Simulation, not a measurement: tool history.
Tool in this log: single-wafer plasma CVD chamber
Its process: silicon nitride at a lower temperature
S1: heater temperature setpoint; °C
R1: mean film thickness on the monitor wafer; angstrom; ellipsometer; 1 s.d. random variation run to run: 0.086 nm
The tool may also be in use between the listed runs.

run 1 day=0 | S1=345 chamber_pressure_(Pa)=181 RF_power_(kW)=0.25 deposition_time_(s)=34.3 | R1=330.47
run 2 day=0.067 | S1=345 chamber_pressure_(Pa)=181 RF_power_(kW)=0.28 deposition_time_(s)=34.3 | R1=363.51
run 3 day=0.329 | S1=345 chamber_pressure_(Pa)=191 RF_power_(kW)=0.28 deposition_time_(s)=34.3 | R1=369.4
run 4 day=0.367 | S1=345 chamber_pressure_(Pa)=199 RF_power_(kW)=0.28 deposition_time_(s)=34.3 | R1=375.09
run 5 day=0.488 | S1=345 chamber_pressure_(Pa)=207 RF_power_(kW)=0.28 deposition_time_(s)=34.3 | R1=377.46
run 6 day=0.858 | S1=345 chamber_pressure_(Pa)=229 RF_power_(kW)=0.28 deposition_time_(s)=34.3 | R1=389.91
run 7 day=1.121 | S1=345 chamber_pressure_(Pa)=253 RF_power_(kW)=0.3 deposition_time_(s)=34.4 | R1=426.81

Predict the results of run 8:
run 8 day=1.421 | S1=345 chamber_pressure_(Pa)=252 RF_power_(kW)=0.3 deposition_time_(s)=34.4 | R1=?

{"run 8": {"R1": 426.18}}

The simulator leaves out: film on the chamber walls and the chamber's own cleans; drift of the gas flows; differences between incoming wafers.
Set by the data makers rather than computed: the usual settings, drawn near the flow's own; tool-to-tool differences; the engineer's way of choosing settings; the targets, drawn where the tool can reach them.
